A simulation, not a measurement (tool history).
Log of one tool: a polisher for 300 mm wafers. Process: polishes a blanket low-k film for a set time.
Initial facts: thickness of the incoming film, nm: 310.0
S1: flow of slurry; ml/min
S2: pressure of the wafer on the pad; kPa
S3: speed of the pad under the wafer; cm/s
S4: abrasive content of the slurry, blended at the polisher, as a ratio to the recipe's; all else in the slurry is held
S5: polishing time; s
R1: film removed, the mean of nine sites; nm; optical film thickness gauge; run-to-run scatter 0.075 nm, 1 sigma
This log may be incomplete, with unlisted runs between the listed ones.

{"run": 1, "day": 0.0, "S1": 125, "S2": 15.2, "S3": 86, "S4": 1.0, "S5": 33, "R1": 14.947}
{"run": 2, "day": 0.371, "S1": 125, "S2": 11.7, "S3": 86, "S4": 1.0, "S5": 33, "R1": 11.853}
{"run": 3, "day": 0.612, "S1": 120, "S2": 11.7, "S3": 86, "S4": 1.0, "S5": 33, "R1": 11.796}
{"run": 4, "day": 0.679, "S1": 120, "S2": 11.7, "S3": 78, "S4": 1.0, "S5": 33, "R1": 11.001}
{"run": 5, "day": 0.729, "S1": 120, "S2": 11.7, "S3": 78, "S4": 1.0, "S5": 30, "R1": 10.008}
{"run": 6, "day": 0.925, "S1": 120, "S2": 11.7, "S3": 58, "S4": 1.0, "S5": 30, "R1": 8.3593}
{"run": 7, "day": 0.996, "S1": 125, "S2": 11.7, "S3": 58, "S4": 1.0, "S5": 30, "R1": 8.3942}
{"run": 8, "day": 1.308, "S1": 130, "S2": 11.7, "S3": 58, "S4": 1.0, "S5": 30, "R1": 8.5277}
{"run": 9, "day": 1.542, "S1": 135, "S2": 11.7, "S3": 58, "S4": 1.0, "S5": 30, "R1": 8.5208}
{"run": 10, "day": 1.762, "S1": 140, "S2": 11.7, "S3": 58, "S4": 1.0, "S5": 30, "R1": 8.7422}
{"run": 11, "day": 1.879, "S1": 145, "S2": 11.7, "S3": 58, "S4": 1.0, "S5": 30, "R1": 8.9168}
{"run": 12, "day": 1.925, "S1": 155, "S2": 11.7, "S3": 58, "S4": 1.0, "S5": 30, "R1": 8.8608}

Expected results for the next run?
{"run": 13, "day": 2.071, "S1": 160, "S2": 11.7, "S3": 58, "S4": 1.0, "S5": 30, "R1": "?"}

{"run 13": {"R1": 8.9121}}
